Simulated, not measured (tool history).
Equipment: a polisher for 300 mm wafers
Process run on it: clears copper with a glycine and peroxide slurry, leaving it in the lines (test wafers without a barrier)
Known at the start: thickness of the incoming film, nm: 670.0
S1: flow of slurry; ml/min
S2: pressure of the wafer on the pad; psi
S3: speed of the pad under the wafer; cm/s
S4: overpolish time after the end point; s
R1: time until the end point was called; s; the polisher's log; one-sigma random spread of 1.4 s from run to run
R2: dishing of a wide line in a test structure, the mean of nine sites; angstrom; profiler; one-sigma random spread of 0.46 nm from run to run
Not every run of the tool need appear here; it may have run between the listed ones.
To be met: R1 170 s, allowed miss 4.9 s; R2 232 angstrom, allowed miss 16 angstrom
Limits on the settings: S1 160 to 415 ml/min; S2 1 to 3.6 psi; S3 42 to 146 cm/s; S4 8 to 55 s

{"run": 1, "day": 0.0, "S1": 265, "S2": 2.3, "S3": 94, "S4": 28, "R1": 189.38, "R2": 513.85}
{"run": 2, "day": 0.208, "S1": 250, "S2": 2.2, "S3": 100, "S4": 25, "R1": 188.59, "R2": 480.54}
{"run": 3, "day": 0.529, "S1": 235, "S2": 2.1, "S3": 108, "S4": 22, "R1": 182.58, "R2": 462.31}
{"run": 4, "day": 0.712, "S1": 225, "S2": 2, "S3": 112, "S4": 20, "R1": 186.63, "R2": 421.53}
{"run": 5, "day": 0.846, "S1": 215, "S2": 1.9, "S3": 118, "S4": 18, "R1": 186.74, "R2": 390.9}
{"run": 6, "day": 0.875, "S1": 215, "S2": 1.9, "S3": 118, "S4": 8, "R1": 187.14, "R2": 209.8}
{"run": 7, "day": 1.088, "S1": 215, "S2": 1.9, "S3": 118, "S4": 8, "R1": 188.4, "R2": 212.05}
{"run": 8, "day": 1.271, "S1": 220, "S2": 1.9, "S3": 118, "S4": 8, "R1": 185.98, "R2": 210.67}
{"run": 9, "day": 1.454, "S1": 225, "S2": 1.9, "S3": 118, "S4": 8, "R1": 184.3, "R2": 212.04}

Next run, 4 choices. One meets every target within its allowed miss, the rest don't. Which?
{"run": "A", "day": 1.638, "S1": 215, "S2": 1.9, "S3": 110, "S4": 8, "R1": "?", "R2": "?"}
{"run": "B", "day": 1.638, "S1": 200, "S2": 2, "S3": 130, "S4": 8, "R1": "?", "R2": "?"}
{"run": "C", "day": 1.638, "S1": 225, "S2": 2, "S3": 126, "S4": 11, "R1": "?", "R2": "?"}
{"run": "D", "day": 1.638, "S1": 255, "S2": 2, "S3": 134, "S4": 8, "R1": "?", "R2": "?"}

move=A R1=199.53 R2=203.23
move=B R1=170.16 R2=230.52
move=C R1=172.97 R2=291.9
move=D R1=163.76 R2=237.52
A: lands further from the targets than the last run did
B: every result within its allowed miss
C: gets the furthest-off result to its target, but another result is out of tolerance
D: takes the result that was furthest off past its target
Go with B: it meets all targets.
